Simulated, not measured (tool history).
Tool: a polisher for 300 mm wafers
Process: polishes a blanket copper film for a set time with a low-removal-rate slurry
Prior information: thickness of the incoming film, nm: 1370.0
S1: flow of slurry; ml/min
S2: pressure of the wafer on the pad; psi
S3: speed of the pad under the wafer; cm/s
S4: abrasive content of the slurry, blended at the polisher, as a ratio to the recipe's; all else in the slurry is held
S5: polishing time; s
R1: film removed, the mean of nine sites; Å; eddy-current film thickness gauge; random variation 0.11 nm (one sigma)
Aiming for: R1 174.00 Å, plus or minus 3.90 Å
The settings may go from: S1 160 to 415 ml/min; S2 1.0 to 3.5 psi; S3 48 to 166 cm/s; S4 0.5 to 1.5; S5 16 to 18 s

run  hour   S1   S2   S3   S4  S5      R1
  1   0.0  265  2.2  106  1.0  18  365.11
  2   8.7  265  2.2  106  1.0  18  367.87
  3  15.1  265  2.2  106  0.9  18  359.19
  4  23.1  260  1.9  102  0.9  18  298.62
  5  28.4  260  2.4  102  0.9  18  377.03
  6  32.4  260  2.4   90  0.9  18  337.20
  7  35.9  255  2.1   90  0.9  18  298.39
  8  37.4  255  1.9   88  0.9  18  266.94
  9  43.3  255  1.7   88  0.9  18  239.02
 10  46.6  255  1.6   88  0.9  18  225.12
 11  50.8  255  1.5   88  0.9  18  209.33
 12  57.0  255  1.4   88  0.9  18  197.41
 13  62.2  255  1.3   88  0.9  18  184.40

Exactly one of the 4 candidate moves below puts every result within its allowed miss. Which one?
  A  67.4  275  1.2   98  0.9  16   ?
  B  67.4  300  1.0  102  0.9  18   ?
  C  67.4  290  1.3   78  1.0  18   ?
  D  67.4  355  1.2   92  1.0  16   ?

move      R1
   A  167.14
   B  165.05
   C  174.84
   D  167.11
A: pushes the last run's worst result past its target
B: pushes the last run's worst result past its target
C: all results land within tolerance of their targets
D: pushes the last run's worst result past its target
C is the move that brings every result within its allowed miss.

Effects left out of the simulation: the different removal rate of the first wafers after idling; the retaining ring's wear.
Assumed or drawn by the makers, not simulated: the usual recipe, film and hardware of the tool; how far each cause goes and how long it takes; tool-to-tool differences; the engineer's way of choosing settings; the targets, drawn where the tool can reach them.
